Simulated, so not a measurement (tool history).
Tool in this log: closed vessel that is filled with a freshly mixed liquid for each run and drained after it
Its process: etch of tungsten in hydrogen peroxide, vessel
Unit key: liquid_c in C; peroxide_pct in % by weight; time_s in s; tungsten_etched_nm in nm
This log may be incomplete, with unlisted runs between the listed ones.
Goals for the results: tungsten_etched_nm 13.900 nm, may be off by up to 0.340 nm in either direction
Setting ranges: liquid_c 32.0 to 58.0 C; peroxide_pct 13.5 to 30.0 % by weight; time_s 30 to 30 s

run,hour,liquid_c,peroxide_pct,time_s,tungsten_etched_nm
1,0.0,42.0,25.5,30,25.442
2,3.6,39.5,25.5,30,21.728
3,11.8,39.5,23.5,30,20.827
4,15.3,44.5,23.5,30,28.663
5,24.2,41.5,23.5,30,23.776
6,33.0,39.0,23.5,30,20.146
7,41.1,37.5,23.5,30,18.250
8,49.7,37.5,23.5,30,18.253
9,59.0,36.5,23.5,30,17.021
10,62.3,36.5,23.5,30,17.070
11,65.7,35.5,23.5,30,16.016
12,68.5,33.0,23.5,30,13.540

Pick the move, out of 4, that brings all results within their allowed miss; only one does.
A,71.3,33.0,27.5,30,?
B,71.3,34.5,22.0,30,?
C,71.3,35.0,21.5,30,?
D,71.3,34.0,21.5,30,?

move,tungsten_etched_nm
A,14.684
B,14.539
C,14.865
D,13.896
A: carries the result that was furthest off beyond its target, to the other side
B: carries the result that was furthest off beyond its target, to the other side
C: carries the result that was furthest off beyond its target, to the other side
D: all results land within tolerance of their targets
D meets every target.
